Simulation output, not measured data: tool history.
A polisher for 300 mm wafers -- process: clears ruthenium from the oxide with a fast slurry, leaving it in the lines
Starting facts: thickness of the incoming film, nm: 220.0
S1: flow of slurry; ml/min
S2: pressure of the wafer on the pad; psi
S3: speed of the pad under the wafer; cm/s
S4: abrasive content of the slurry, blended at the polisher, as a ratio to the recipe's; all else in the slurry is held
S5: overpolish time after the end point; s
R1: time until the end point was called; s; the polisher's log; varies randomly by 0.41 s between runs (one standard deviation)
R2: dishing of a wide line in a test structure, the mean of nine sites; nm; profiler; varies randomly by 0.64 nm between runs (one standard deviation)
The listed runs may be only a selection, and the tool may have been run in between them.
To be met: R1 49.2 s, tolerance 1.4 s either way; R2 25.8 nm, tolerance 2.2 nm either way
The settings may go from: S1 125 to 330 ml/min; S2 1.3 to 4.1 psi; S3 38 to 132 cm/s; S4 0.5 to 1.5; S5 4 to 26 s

run 1 day=0 | S1=210 S2=2.7 S3=84 S4=1 S5=13 | R1=66.049 R2=30.758
run 2 day=0.254 | S1=210 S2=2.7 S3=84 S4=1.2 S5=13 | R1=59.918 R2=34.201
run 3 day=0.321 | S1=215 S2=2.8 S3=84 S4=1.2 S5=12 | R1=57.979 R2=31.048
run 4 day=0.467 | S1=215 S2=3 S3=84 S4=1.2 S5=12 | R1=55.754 R2=33.956
run 5 day=0.767 | S1=215 S2=3 S3=84 S4=1.2 S5=6 | R1=55.999 R2=18.454
run 6 day=0.988 | S1=240 S2=3 S3=84 S4=1.2 S5=6 | R1=54.784 R2=17.747
run 7 day=1.05 | S1=240 S2=3.1 S3=84 S4=1.2 S5=7 | R1=53.207 R2=20.451
run 8 day=1.342 | S1=260 S2=3.3 S3=84 S4=1.2 S5=9 | R1=50.383 R2=26.755

Next run, 5 choices. One meets every target within its allowed miss, the rest don't. Which?
run A day=1.633 | S1=230 S2=3.3 S3=84 S4=1.1 S5=9 | R1=? R2=?
run B day=1.633 | S1=275 S2=3.2 S3=74 S4=1.4 S5=8 | R1=? R2=?
run C day=1.633 | S1=245 S2=3.8 S3=82 S4=1.05 S5=8 | R1=? R2=?
run D day=1.633 | S1=270 S2=3.5 S3=86 S4=1.2 S5=8 | R1=? R2=?
run E day=1.633 | S1=250 S2=3.6 S3=78 S4=1.1 S5=9 | R1=? R2=?

move=A R1=53.425 R2=27.486
move=B R1=54.809 R2=24.191
move=C R1=49.302 R2=26.589
move=D R1=47.287 R2=27.589
move=E R1=52.784 R2=27.78
A: further off than the last run
B: further off than the last run
C: hits every target within its allowed miss
D: the result that was furthest off in the last run now lies on the other side of its target
E: further off than the last run
The right move is C.
